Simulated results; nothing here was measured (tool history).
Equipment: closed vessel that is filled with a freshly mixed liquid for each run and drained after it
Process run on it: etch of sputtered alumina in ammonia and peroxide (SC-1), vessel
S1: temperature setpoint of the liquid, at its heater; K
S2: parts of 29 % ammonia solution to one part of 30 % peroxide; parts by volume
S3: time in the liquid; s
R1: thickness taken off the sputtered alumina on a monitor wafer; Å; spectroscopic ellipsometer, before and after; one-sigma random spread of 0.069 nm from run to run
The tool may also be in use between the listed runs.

Run 1, day 0: S1 330.15 K, S2 0.75 parts by volume, S3 60 s. Result: R1 41.67 Å.
Run 2, day 0.262: S1 332.65 K, S2 0.75 parts by volume, S3 60 s. Result: R1 47.026 Å.
Run 3, day 0.404: S1 328.15 K, S2 0.75 parts by volume, S3 60 s. Result: R1 37.309 Å.
Run 4, day 0.554: S1 334.15 K, S2 0.75 parts by volume, S3 60 s. Result: R1 50.185 Å.
Run 5, day 0.854: S1 334.15 K, S2 1 parts by volume, S3 60 s. Result: R1 51.599 Å.
Run 6, day 0.908: S1 334.15 K, S2 1 parts by volume, S3 60 s. Result: R1 50.865 Å.
Run 7, day 1.1: S1 334.15 K, S2 1 parts by volume, S3 60 s. Result: R1 51.579 Å.
Run 8, day 1.446: S1 335.65 K, S2 1 parts by volume, S3 60 s. Result: R1 54.752 Å.

For run 9, what comes out?
Run 9, day 1.75: S1 343.15 K, S2 1.05 parts by volume, S3 60 s. Result: R1 ?.

{"run 9": {"R1": 81.468}}
